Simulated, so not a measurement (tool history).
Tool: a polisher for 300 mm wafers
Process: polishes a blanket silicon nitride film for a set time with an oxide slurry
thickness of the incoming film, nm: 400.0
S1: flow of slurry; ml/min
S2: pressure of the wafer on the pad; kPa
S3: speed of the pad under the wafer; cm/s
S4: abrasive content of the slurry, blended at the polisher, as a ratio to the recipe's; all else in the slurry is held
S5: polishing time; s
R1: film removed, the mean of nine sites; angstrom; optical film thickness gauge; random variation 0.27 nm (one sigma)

| run | hour | S1 | S2 | S3 | S4 | S5 | R1 |
|---|---|---|---|---|---|---|---|
| 1 | 0.0 | 245 | 22.1 | 142 | 1.0 | 60 | 315.16 |
| 2 | 1.6 | 245 | 22.1 | 176 | 1.0 | 60 | 353.11 |
| 3 | 6.1 | 245 | 19.3 | 174 | 1.0 | 60 | 316.54 |
| 4 | 14.6 | 215 | 19.3 | 174 | 1.0 | 60 | 305.76 |
| 5 | 15.8 | 210 | 17.2 | 172 | 1.0 | 60 | 280.76 |
| 6 | 23.1 | 210 | 15.9 | 170 | 1.0 | 60 | 256.33 |
| 7 | 27.4 | 210 | 14.5 | 170 | 1.0 | 60 | 247.32 |

Forecast run 8:
| 8 | 34.3 | 210 | 13.1 | 168 | 1.0 | 60 | ? |

Run 8 gave R1 221.29 angstrom.
